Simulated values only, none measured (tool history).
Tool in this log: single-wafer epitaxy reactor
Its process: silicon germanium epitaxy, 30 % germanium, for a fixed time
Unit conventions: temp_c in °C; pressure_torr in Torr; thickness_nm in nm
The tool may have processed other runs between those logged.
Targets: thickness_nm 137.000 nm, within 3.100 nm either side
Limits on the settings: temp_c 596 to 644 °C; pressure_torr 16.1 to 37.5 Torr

run,hour,temp_c,pressure_torr,thickness_nm
1,0.0,620,26.8,101.390
2,1.3,620,30.4,105.340
3,7.3,623,30.5,111.440
4,16.0,623,33.0,114.630
5,19.2,623,30.2,111.550
6,24.6,615,30.2,94.997
7,31.8,627,30.9,121.420
8,38.2,628,30.9,123.860
9,38.8,629,30.9,126.010
10,41.4,630,30.9,128.710
11,43.6,631,30.9,132.000

Exactly one of the 4 candidate moves below puts every result within its allowed miss. Which one?
A,45.8,629,30.6,?
B,45.8,631,31.1,?
C,45.8,627,33.1,?
D,45.8,633,31.5,?

move,thickness_nm
A,126.010
B,131.700
C,124.410
D,137.470
A: moves away from the targets compared with the last run
B: moves away from the targets compared with the last run
C: moves away from the targets compared with the last run
D: every result lands within tolerance
The right move is D.

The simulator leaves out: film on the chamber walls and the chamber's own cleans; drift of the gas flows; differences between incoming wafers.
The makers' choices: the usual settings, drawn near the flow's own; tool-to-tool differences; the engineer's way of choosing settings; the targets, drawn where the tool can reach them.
